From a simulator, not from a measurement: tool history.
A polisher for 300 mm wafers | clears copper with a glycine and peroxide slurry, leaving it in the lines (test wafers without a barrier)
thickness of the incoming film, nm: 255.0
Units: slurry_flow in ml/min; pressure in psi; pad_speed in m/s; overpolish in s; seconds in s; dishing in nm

| run | hour | slurry_flow | pressure | pad_speed | overpolish | seconds | dishing |
|---|---|---|---|---|---|---|---|
| 1 | 0.0 | 285 | 2.2 | 0.76 | 28 | 78.569 | 30.697 |
| 2 | 8.9 | 285 | 1.9 | 0.74 | 24 | 87.033 | 27.471 |
| 3 | 17.4 | 285 | 1.7 | 0.72 | 22 | 94.178 | 26.763 |
| 4 | 20.8 | 285 | 1.5 | 0.70 | 19 | 109.180 | 22.648 |
| 5 | 21.3 | 285 | 1.5 | 0.84 | 19 | 94.405 | 24.401 |
| 6 | 23.5 | 285 | 1.4 | 0.82 | 19 | 97.606 | 23.028 |

The next listed run, before its measurement:
| 7 | 30.4 | 285 | 1.3 | 0.80 | 20 | ? | ? |

{"run 7": {"seconds": 112.47, "dishing": 23.614}}
